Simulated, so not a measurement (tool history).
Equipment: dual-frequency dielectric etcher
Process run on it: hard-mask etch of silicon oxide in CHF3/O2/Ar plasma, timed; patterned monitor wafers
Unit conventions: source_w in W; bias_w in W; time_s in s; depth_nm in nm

run	hour	source_w	bias_w	time_s	depth_nm
1	0.0	740	233	22.5	56.877
2	8.8	630	233	22.5	53.878
3	17.3	630	267	22.5	56.151
4	25.6	750	267	22.5	59.839
5	26.6	760	268	22.5	60.111
6	28.5	640	268	22.5	56.586
7	35.1	660	270	22.5	57.472
8	43.4	680	272	22.5	58.202
9	50.9	700	273	22.5	58.643
10	58.4	710	274	22.5	59.100

For run 11, what comes out?
11	62.6	720	275	22.5	?

{"run 11": {"depth_nm": 59.709}}

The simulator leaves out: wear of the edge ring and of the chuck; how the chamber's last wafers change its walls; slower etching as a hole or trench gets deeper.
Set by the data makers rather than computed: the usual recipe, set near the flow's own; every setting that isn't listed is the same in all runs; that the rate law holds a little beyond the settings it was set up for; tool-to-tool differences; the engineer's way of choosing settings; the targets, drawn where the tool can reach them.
